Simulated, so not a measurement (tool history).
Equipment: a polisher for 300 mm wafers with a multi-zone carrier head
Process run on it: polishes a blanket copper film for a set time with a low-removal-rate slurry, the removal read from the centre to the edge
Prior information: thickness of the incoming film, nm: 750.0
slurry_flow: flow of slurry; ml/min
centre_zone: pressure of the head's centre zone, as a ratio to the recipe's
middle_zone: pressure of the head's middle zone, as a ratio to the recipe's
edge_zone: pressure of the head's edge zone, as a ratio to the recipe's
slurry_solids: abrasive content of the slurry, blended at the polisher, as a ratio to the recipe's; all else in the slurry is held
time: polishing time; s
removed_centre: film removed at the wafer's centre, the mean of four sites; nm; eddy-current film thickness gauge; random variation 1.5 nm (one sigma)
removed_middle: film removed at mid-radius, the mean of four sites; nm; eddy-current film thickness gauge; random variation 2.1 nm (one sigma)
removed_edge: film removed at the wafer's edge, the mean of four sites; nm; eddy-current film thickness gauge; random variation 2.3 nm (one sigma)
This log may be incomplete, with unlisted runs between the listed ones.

run    day  slurry_flow  centre_zone  middle_zone  edge_zone  slurry_solids  time  removed_centre  removed_middle  removed_edge
  1      0          295            1            1          1              1    76           271.8           277.1        271.68
  2  0.329          295            1            1          1              1    95          340.89          339.53        351.15
  3  0.383          290         0.98            1       0.99           0.95    89          301.88          309.72        316.61
  4  0.496          290         0.97            1       0.98            0.9    84          284.03          287.42        295.06
  5  0.679          290         0.97            1       0.98           1.05    84          294.47          298.32        294.46
  6  0.858          290         0.89            1       0.98           1.05    84          272.63          301.46        299.46
  7  1.167          270         0.82         1.04       0.88            0.8    62          177.16          214.67        197.57
  8  1.329          270         0.82         1.04       0.88           0.75    61          173.57          210.72        192.63
  9  1.412          265         0.82         1.04       0.88            0.7    60          167.04          202.44        182.84
 10  1.658          260         0.82         1.04       0.89           0.65    59          160.03           196.2        179.78

Run 11 is up next; what results do you expect?
 11  1.85          255         0.82         1.04       0.88           0.65    59               ?               ?             ?

{"run 11": {"removed_centre": 157.77, "removed_middle": 189.79, "removed_edge": 172.06}}
